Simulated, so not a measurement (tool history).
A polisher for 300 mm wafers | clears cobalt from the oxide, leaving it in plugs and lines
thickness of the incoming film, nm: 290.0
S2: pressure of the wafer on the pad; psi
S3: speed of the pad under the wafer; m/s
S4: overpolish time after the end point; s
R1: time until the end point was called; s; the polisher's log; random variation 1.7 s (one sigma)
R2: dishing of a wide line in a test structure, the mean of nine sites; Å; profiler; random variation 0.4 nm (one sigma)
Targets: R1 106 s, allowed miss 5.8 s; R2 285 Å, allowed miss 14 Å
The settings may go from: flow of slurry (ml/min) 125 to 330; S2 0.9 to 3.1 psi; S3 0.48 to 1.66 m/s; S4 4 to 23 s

Run 1, hour 0: flow of slurry (ml/min) 210, S2 2 psi, S3 1.06 m/s, S4 12 s. Result: R1 62.356 s, R2 318.62 Å.
Run 2, hour 9: flow of slurry (ml/min) 210, S2 1.7 psi, S3 1.06 m/s, S4 12 s. Result: R1 72.098 s, R2 284.56 Å.
Run 3, hour 11.8: flow of slurry (ml/min) 210, S2 1.6 psi, S3 1.06 m/s, S4 13 s. Result: R1 76.637 s, R2 292.99 Å.
Run 4, hour 17.2: flow of slurry (ml/min) 210, S2 1.5 psi, S3 1.06 m/s, S4 14 s. Result: R1 79.406 s, R2 296.4 Å.
Run 5, hour 19.4: flow of slurry (ml/min) 210, S2 1.4 psi, S3 1.06 m/s, S4 15 s. Result: R1 85.171 s, R2 305.39 Å.
Run 6, hour 24.9: flow of slurry (ml/min) 210, S2 1.4 psi, S3 0.94 m/s, S4 15 s. Result: R1 94.556 s, R2 288.8 Å.
Run 7, hour 28.2: flow of slurry (ml/min) 210, S2 1.3 psi, S3 0.94 m/s, S4 16 s. Result: R1 98.448 s, R2 287.36 Å.
Run 8, hour 30.4: flow of slurry (ml/min) 205, S2 1.1 psi, S3 0.92 m/s, S4 17 s. Result: R1 115.36 s, R2 270.57 Å.
Run 9, hour 35.6: flow of slurry (ml/min) 210, S2 1.1 psi, S3 0.92 m/s, S4 17 s. Result: R1 113.24 s, R2 270.08 Å.
Run 10, hour 39.9: flow of slurry (ml/min) 210, S2 1.1 psi, S3 0.92 m/s, S4 17 s. Result: R1 117.29 s, R2 269.16 Å.

Which of these 4 next moves meets every target?
Run A, hour 44.2: flow of slurry (ml/min) 220, S2 1.1 psi, S3 0.78 m/s, S4 21 s. Result: R1 ?, R2 ?.
Run B, hour 44.2: flow of slurry (ml/min) 220, S2 0.9 psi, S3 0.86 m/s, S4 20 s. Result: R1 ?, R2 ?.
Run C, hour 44.2: flow of slurry (ml/min) 135, S2 1.2 psi, S3 0.8 m/s, S4 20 s. Result: R1 ?, R2 ?.
Run D, hour 44.2: flow of slurry (ml/min) 210, S2 1.1 psi, S3 1 m/s, S4 17 s. Result: R1 ?, R2 ?.

move      R1      R2
   A  136.24  276.46
   B  141.46  259.86
   C  136.56  266.34
   D  107.89  280.22
A: further off than the last run
B: further off than the last run
C: further off than the last run
D: meets every target
Answer: D
